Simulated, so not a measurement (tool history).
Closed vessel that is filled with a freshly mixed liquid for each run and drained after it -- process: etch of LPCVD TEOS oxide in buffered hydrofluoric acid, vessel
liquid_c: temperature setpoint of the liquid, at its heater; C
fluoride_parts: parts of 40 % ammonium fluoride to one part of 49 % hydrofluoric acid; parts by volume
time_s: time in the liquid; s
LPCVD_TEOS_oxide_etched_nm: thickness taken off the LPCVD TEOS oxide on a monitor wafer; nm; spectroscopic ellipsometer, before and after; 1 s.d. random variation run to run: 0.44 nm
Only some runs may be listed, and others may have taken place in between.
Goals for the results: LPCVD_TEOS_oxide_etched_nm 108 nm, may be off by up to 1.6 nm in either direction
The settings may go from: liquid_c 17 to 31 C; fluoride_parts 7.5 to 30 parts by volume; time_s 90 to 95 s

run 1 day=0 | liquid_c=23 fluoride_parts=22 time_s=90 | LPCVD_TEOS_oxide_etched_nm=83.079
run 2 day=0.225 | liquid_c=24.5 fluoride_parts=22 time_s=90 | LPCVD_TEOS_oxide_etched_nm=89.748
run 3 day=0.417 | liquid_c=24.5 fluoride_parts=25.5 time_s=90 | LPCVD_TEOS_oxide_etched_nm=81.399
run 4 day=0.779 | liquid_c=24.5 fluoride_parts=19.5 time_s=90 | LPCVD_TEOS_oxide_etched_nm=98.354
run 5 day=1.058 | liquid_c=24.5 fluoride_parts=19.5 time_s=95 | LPCVD_TEOS_oxide_etched_nm=103.98
run 6 day=1.125 | liquid_c=22.5 fluoride_parts=19.5 time_s=95 | LPCVD_TEOS_oxide_etched_nm=93.157
run 7 day=1.262 | liquid_c=23.5 fluoride_parts=19.5 time_s=95 | LPCVD_TEOS_oxide_etched_nm=98.812
run 8 day=1.438 | liquid_c=24 fluoride_parts=19.5 time_s=95 | LPCVD_TEOS_oxide_etched_nm=100.85
run 9 day=1.671 | liquid_c=24.5 fluoride_parts=19.5 time_s=95 | LPCVD_TEOS_oxide_etched_nm=103.39
run 10 day=1.983 | liquid_c=24.5 fluoride_parts=19.5 time_s=95 | LPCVD_TEOS_oxide_etched_nm=104.25

Which of these 4 next moves meets every target?
run A day=2.296 | liquid_c=24.5 fluoride_parts=20.5 time_s=95 | LPCVD_TEOS_oxide_etched_nm=?
run B day=2.296 | liquid_c=25.5 fluoride_parts=19 time_s=95 | LPCVD_TEOS_oxide_etched_nm=?
run C day=2.296 | liquid_c=28 fluoride_parts=24 time_s=95 | LPCVD_TEOS_oxide_etched_nm=?
run D day=2.296 | liquid_c=25 fluoride_parts=20 time_s=95 | LPCVD_TEOS_oxide_etched_nm=?

move=A LPCVD_TEOS_oxide_etched_nm=99.653
move=B LPCVD_TEOS_oxide_etched_nm=112.58
move=C LPCVD_TEOS_oxide_etched_nm=108.06
move=D LPCVD_TEOS_oxide_etched_nm=104.16
A: further off than the last run
B: the result that was furthest off in the last run now lies on the other side of its target
C: in spec on every target
D: as far off as the last run
Move C is the one to make.
